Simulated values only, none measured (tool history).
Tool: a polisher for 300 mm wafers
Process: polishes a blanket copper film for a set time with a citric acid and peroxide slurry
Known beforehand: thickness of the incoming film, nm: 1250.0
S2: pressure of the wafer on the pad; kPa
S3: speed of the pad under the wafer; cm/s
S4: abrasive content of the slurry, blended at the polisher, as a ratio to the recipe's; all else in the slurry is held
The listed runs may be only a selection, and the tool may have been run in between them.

Run 1, hour 0: flow of slurry (ml/min) 140, S2 28.3 kPa, S3 110 cm/s, S4 1, polishing time (s) 92. Result: film removed (nm) 293.25.
Run 2, hour 6: flow of slurry (ml/min) 110, S2 28.3 kPa, S3 110 cm/s, S4 1, polishing time (s) 92. Result: film removed (nm) 284.2.
Run 3, hour 7.5: flow of slurry (ml/min) 110, S2 25.5 kPa, S3 110 cm/s, S4 1, polishing time (s) 92. Result: film removed (nm) 254.61.
Run 4, hour 13.4: flow of slurry (ml/min) 110, S2 28.3 kPa, S3 110 cm/s, S4 1, polishing time (s) 92. Result: film removed (nm) 281.6.
Run 5, hour 18.9: flow of slurry (ml/min) 110, S2 28.3 kPa, S3 110 cm/s, S4 1, polishing time (s) 97. Result: film removed (nm) 292.49.
Run 6, hour 23.5: flow of slurry (ml/min) 125, S2 29 kPa, S3 110 cm/s, S4 1, polishing time (s) 97. Result: film removed (nm) 312.43.
Run 7, hour 28.9: flow of slurry (ml/min) 130, S2 29 kPa, S3 110 cm/s, S4 1, polishing time (s) 97. Result: film removed (nm) 311.14.
Run 8, hour 36.6: flow of slurry (ml/min) 135, S2 29 kPa, S3 110 cm/s, S4 1, polishing time (s) 97. Result: film removed (nm) 313.03.
Run 9, hour 41.3: flow of slurry (ml/min) 140, S2 29 kPa, S3 110 cm/s, S4 1, polishing time (s) 97. Result: film removed (nm) 313.13.
Run 10, hour 43.8: flow of slurry (ml/min) 145, S2 29 kPa, S3 110 cm/s, S4 1, polishing time (s) 97. Result: film removed (nm) 317.06.
Run 11, hour 50: flow of slurry (ml/min) 145, S2 29 kPa, S3 110 cm/s, S4 1, polishing time (s) 97. Result: film removed (nm) 317.8.

What will run 12 give?
Run 12, hour 56.1: flow of slurry (ml/min) 150, S2 29 kPa, S3 110 cm/s, S4 1, polishing time (s) 97. Result: film removed (nm) ?.

film removed (nm): 318.19
